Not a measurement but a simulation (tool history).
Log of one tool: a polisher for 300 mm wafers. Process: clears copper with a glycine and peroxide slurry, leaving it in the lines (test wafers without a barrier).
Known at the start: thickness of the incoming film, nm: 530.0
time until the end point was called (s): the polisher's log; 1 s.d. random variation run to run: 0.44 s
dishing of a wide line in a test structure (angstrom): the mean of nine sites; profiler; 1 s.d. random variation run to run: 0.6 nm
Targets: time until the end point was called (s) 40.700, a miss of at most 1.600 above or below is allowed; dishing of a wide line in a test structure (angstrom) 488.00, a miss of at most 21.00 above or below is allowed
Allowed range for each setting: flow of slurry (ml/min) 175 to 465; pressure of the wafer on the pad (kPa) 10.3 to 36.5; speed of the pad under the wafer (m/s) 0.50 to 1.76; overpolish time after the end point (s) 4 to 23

run	day	flow of slurry (ml/min)	pressure of the wafer on the pad (kPa)	speed of the pad under the wafer (m/s)	overpolish time after the end point (s)	time until the end point was called (s)	dishing of a wide line in a test structure (angstrom)
1	0.000	295	23.4	1.12	12	71.904	538.01
2	0.038	295	26.2	1.18	10	61.604	532.60
3	0.338	295	29.0	1.18	10	55.498	560.84
4	0.704	295	31.0	1.18	9	53.359	542.74
5	0.796	295	32.4	1.22	8	48.762	524.03
6	1.092	245	32.4	1.22	8	50.056	532.45
7	1.308	260	33.8	1.24	7	46.178	501.43
8	1.546	265	34.5	1.24	7	46.316	507.48
9	1.712	270	35.2	1.26	7	44.781	513.84
10	2.017	270	35.9	1.28	7	42.950	536.36
11	2.167	270	35.9	1.30	6	42.812	477.82

Next run, 4 choices. One meets every target within its allowed miss, the rest don't. Which?
A	2.317	235	36.5	1.48	5	?	?
B	2.317	230	33.1	1.30	7	?	?
C	2.317	285	32.4	1.52	6	?	?
D	2.317	220	36.5	1.18	6	?	?

move	time until the end point was called (s)	dishing of a wide line in a test structure (angstrom)
A	37.294	446.40
B	46.146	490.99
C	39.961	485.52
D	46.258	435.32
A: the result that was furthest off in the last run now lies on the other side of its target
B: moves away from the targets compared with the last run
C: hits every target within its allowed miss
D: moves away from the targets compared with the last run
C meets every target.
